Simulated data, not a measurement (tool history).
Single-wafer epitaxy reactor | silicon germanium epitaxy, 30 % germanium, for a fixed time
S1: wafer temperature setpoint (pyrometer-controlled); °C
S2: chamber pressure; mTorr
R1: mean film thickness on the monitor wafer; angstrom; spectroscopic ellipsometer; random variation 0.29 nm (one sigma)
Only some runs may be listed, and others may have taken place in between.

{"run": 1, "hour": 0.0, "S1": 610, "S2": 20600, "R1": 687.36}
{"run": 2, "hour": 4.7, "S1": 600, "S2": 20600, "R1": 562.82}
{"run": 3, "hour": 8.4, "S1": 600, "S2": 17400, "R1": 539.61}
{"run": 4, "hour": 16.6, "S1": 604, "S2": 17400, "R1": 584.11}
{"run": 5, "hour": 19.7, "S1": 597, "S2": 17400, "R1": 503.13}
{"run": 6, "hour": 20.6, "S1": 597, "S2": 20300, "R1": 522.49}
{"run": 7, "hour": 25.9, "S1": 601, "S2": 20300, "R1": 571.04}
{"run": 8, "hour": 27.1, "S1": 604, "S2": 20300, "R1": 609.1}
{"run": 9, "hour": 31.5, "S1": 606, "S2": 20300, "R1": 633.67}
{"run": 10, "hour": 36.2, "S1": 606, "S2": 20300, "R1": 632.13}
{"run": 11, "hour": 37.4, "S1": 608, "S2": 20300, "R1": 660.07}
{"run": 12, "hour": 43.6, "S1": 610, "S2": 20300, "R1": 687.21}
{"run": 13, "hour": 48.3, "S1": 611, "S2": 20300, "R1": 702.82}

What will run 14 give?
{"run": 14, "hour": 53.6, "S1": 612, "S2": 20300, "R1": "?"}

{"run 14": {"R1": 714.91}}
